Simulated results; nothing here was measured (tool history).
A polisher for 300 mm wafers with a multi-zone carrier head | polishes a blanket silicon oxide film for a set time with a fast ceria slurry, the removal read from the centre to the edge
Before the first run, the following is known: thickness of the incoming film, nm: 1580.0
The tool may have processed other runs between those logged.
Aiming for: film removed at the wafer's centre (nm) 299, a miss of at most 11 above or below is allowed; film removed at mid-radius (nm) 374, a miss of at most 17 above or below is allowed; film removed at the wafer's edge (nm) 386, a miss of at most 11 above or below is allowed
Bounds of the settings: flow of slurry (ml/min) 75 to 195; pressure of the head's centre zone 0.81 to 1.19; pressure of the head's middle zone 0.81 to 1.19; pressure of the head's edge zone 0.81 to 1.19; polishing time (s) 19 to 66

run	hour	flow of slurry (ml/min)	pressure of the head's centre zone	pressure of the head's middle zone	pressure of the head's edge zone	polishing time (s)	film removed at the wafer's centre (nm)	film removed at mid-radius (nm)	film removed at the wafer's edge (nm)
1	0	125	1	1	1	42	544.05	535.99	552.65
2	6.3	125	1.08	1	1	42	573.95	532.25	551.72
3	14.5	110	1.01	1.02	1.03	38	484.59	485.69	495.59
4	22.7	100	0.96	1.03	1.07	35	406.6	421.83	450.9
5	29	100	0.96	1.03	1.12	35	398.48	428.25	465.77
6	31	95	0.92	1.05	1.12	34	366.18	422.61	448.2
7	31.6	90	0.9	1.05	1.1	33	346.97	399.61	426.17
8	40.3	85	0.88	1.06	1.09	33	323.63	404.93	413.31
9	44	85	0.87	1.05	1.08	33	324.57	391.61	417.12
10	49.8	85	0.86	1.05	1.06	33	317.5	390.43	413.04

Which one of the following 4 next-run settings gets every result inside its allowed miss? There is exactly one.
A	55.6	80	0.86	1.05	1.15	36	?	?	?
B	55.6	105	0.96	1.03	0.97	30	?	?	?
C	55.6	75	0.88	1.09	1.06	32	?	?	?
D	55.6	75	0.83	1.04	1.08	35	?	?	?

move	film removed at the wafer's centre (nm)	film removed at mid-radius (nm)	film removed at the wafer's edge (nm)
A	341.6	418.73	465.07
B	352.03	375.18	376.65
C	301.97	373.62	389.99
D	311.26	394.5	430.89
A: its largest miss is bigger than the last run's
B: gets the furthest-off result to its target, but another result is out of tolerance
C: all results land within tolerance of their targets
D: its largest miss is bigger than the last run's
So the answer is move C, the one that meets all the targets.

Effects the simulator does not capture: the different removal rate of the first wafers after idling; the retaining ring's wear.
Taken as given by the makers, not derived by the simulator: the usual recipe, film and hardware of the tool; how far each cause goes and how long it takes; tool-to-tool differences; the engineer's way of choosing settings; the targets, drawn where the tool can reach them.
